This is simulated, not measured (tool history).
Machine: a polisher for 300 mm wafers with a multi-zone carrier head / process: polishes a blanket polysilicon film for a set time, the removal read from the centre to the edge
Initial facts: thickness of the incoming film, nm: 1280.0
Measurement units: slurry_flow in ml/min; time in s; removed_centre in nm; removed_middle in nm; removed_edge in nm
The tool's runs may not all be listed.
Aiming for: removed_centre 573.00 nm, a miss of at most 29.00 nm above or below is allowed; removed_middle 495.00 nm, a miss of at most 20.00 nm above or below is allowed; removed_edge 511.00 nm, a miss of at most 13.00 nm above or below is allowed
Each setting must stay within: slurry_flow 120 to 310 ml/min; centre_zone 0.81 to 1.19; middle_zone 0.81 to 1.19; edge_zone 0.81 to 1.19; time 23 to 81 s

| run | hour | slurry_flow | centre_zone | middle_zone | edge_zone | time | removed_centre | removed_middle | removed_edge |
|---|---|---|---|---|---|---|---|---|---|
| 1 | 0.0 | 200 | 1.00 | 1.00 | 1.00 | 52 | 387.62 | 393.26 | 405.63 |
| 2 | 6.4 | 210 | 1.04 | 1.01 | 1.02 | 54 | 441.25 | 430.33 | 433.77 |
| 3 | 14.1 | 210 | 1.04 | 1.07 | 1.02 | 54 | 418.93 | 445.13 | 425.48 |
| 4 | 20.9 | 220 | 1.06 | 1.06 | 1.05 | 54 | 441.44 | 452.43 | 429.64 |
| 5 | 25.3 | 220 | 1.06 | 1.06 | 1.10 | 54 | 434.41 | 445.91 | 442.69 |
|  | 26.8 | slurry nozzle cleaned |
| 6 | 26.8 | 220 | 0.99 | 1.06 | 1.10 | 54 | 430.79 | 463.14 | 458.28 |
| 7 | 34.2 | 235 | 1.02 | 1.05 | 1.11 | 55 | 458.29 | 467.12 | 474.02 |
| 8 | 42.2 | 250 | 1.04 | 1.05 | 1.11 | 55 | 469.68 | 473.06 | 475.94 |
| 9 | 47.9 | 260 | 1.06 | 1.04 | 1.12 | 55 | 487.10 | 472.46 | 478.66 |

Which of these 4 next moves meets every target?
| A | 53.6 | 255 | 1.08 | 1.12 | 1.11 | 51 | ? | ? | ? |
| B | 53.6 | 240 | 0.99 | 1.09 | 1.11 | 50 | ? | ? | ? |
| C | 53.6 | 295 | 1.15 | 0.99 | 1.08 | 59 | ? | ? | ? |
| D | 53.6 | 310 | 1.19 | 1.01 | 0.94 | 52 | ? | ? | ? |

| move | removed_centre | removed_middle | removed_edge |
|---|---|---|---|
| A | 462.34 | 462.16 | 435.32 |
| B | 412.18 | 440.03 | 424.89 |
| C | 578.39 | 488.18 | 503.48 |
| D | 530.34 | 439.56 | 418.26 |
A: further off than the last run
B: further off than the last run
C: meets every target
D: further off than the last run
So the answer is move C, the one that meets all the targets.
